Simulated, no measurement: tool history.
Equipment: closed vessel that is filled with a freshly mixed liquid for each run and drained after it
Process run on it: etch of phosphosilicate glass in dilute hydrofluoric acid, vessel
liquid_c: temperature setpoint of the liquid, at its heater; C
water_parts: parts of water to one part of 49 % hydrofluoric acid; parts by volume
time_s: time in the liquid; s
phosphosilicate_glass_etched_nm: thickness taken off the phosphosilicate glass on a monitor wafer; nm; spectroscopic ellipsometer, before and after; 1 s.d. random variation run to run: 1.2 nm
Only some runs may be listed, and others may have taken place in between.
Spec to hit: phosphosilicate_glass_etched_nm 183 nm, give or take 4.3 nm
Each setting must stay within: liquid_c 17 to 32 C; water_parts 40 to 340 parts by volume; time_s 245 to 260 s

run,hour,liquid_c,water_parts,time_s,phosphosilicate_glass_etched_nm
1,0,24,190,245,87.658
2,5.2,24,160,245,106.56
3,6.2,24,160,260,114.62
4,9,26.5,150,260,134.74
5,14.5,28,145,260,149.31
6,17.8,25,145,260,135.48
7,25,27,140,260,150.78
8,28.6,28.5,140,260,159.86

Below are 4 possible settings for the next run. Only one of them brings all results inside the allowed miss of their targets. Which is it?
A,32.2,30,135,260,?
B,32.2,29,120,255,?
C,32.2,32,145,260,?
D,32.2,25,110,260,?

move,phosphosilicate_glass_etched_nm
A,174.69
B,189.55
C,172.38
D,183.39
A: nearer the targets than the last run, but a result is still out of spec
B: takes the biggest miss from the last run beyond its target
C: nearer the targets than the last run, but a result is still out of spec
D: every result within its allowed miss
Correct choice: D, which meets every target
